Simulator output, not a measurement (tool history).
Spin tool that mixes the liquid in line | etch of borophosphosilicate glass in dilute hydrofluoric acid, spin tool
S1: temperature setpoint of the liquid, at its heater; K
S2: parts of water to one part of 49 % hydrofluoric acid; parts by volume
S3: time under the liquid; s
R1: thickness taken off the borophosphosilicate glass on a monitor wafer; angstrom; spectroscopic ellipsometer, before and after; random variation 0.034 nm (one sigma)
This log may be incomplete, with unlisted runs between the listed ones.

run	hour	S1	S2	S3	R1
1	0	297.15	245	15	33.365
2	1	297.65	245	15	33.451
3	3.4	298.15	245	15	33.66
4	9.7	298.65	245	15	34.04
5	17.8	298.65	175	15	52.401
6	24	297.65	180	15	48.336
7	26.9	296.65	180	15	47.306

Run 8 has not been measured yet. What should we expect?
8	31.6	296.15	180	15	?

For run 8 the tool returned R1 46.629 angstrom.
